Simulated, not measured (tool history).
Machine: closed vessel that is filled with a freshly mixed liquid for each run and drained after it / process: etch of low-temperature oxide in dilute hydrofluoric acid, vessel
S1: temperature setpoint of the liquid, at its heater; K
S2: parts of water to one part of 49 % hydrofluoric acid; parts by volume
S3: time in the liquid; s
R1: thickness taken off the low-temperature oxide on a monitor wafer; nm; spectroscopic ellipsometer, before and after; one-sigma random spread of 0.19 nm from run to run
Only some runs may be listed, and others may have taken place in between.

Run 1, day 0: S1 296.15 K, S2 105 parts by volume, S3 165 s. Result: R1 17.277 nm.
Run 2, day 0.246: S1 298.15 K, S2 100 parts by volume, S3 165 s. Result: R1 19.948 nm.
Run 3, day 0.425: S1 294.65 K, S2 100 parts by volume, S3 165 s. Result: R1 17.262 nm.
Run 4, day 0.592: S1 294.65 K, S2 100 parts by volume, S3 165 s. Result: R1 17.316 nm.
Run 5, day 0.788: S1 294.65 K, S2 135 parts by volume, S3 165 s. Result: R1 12.217 nm.
At day 0.9: thermometer replaced.
Run 6, day 0.9: S1 294.65 K, S2 135 parts by volume, S3 165 s. Result: R1 11.617 nm.
Run 7, day 1.254: S1 297.15 K, S2 125 parts by volume, S3 165 s. Result: R1 14.155 nm.

Run 8 is up next; what results do you expect?
Run 8, day 1.608: S1 299.15 K, S2 115 parts by volume, S3 165 s. Result: R1 ?.

Run 8 came out at R1 16.7 nm.
